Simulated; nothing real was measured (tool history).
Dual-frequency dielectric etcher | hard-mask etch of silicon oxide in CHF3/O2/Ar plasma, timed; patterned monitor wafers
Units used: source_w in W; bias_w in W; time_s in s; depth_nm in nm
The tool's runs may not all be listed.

run 1 hour=0 | source_w=610 bias_w=192 time_s=24.5 | depth_nm=47.538
run 2 hour=1.2 | source_w=610 bias_w=207 time_s=24.5 | depth_nm=48.246
run 3 hour=3.3 | source_w=510 bias_w=207 time_s=24.5 | depth_nm=44.965
run 4 hour=5.7 | source_w=510 bias_w=223 time_s=24.5 | depth_nm=46.136
run 5 hour=11.3 | source_w=500 bias_w=222 time_s=24.5 | depth_nm=45.745
run 6 hour=15.9 | source_w=490 bias_w=221 time_s=24.5 | depth_nm=45.27
run 7 hour=19.6 | source_w=480 bias_w=220 time_s=24.5 | depth_nm=44.86

What will run 8 give?
run 8 hour=27.8 | source_w=470 bias_w=220 time_s=24.5 | depth_nm=?

depth_nm: 44.148 nm

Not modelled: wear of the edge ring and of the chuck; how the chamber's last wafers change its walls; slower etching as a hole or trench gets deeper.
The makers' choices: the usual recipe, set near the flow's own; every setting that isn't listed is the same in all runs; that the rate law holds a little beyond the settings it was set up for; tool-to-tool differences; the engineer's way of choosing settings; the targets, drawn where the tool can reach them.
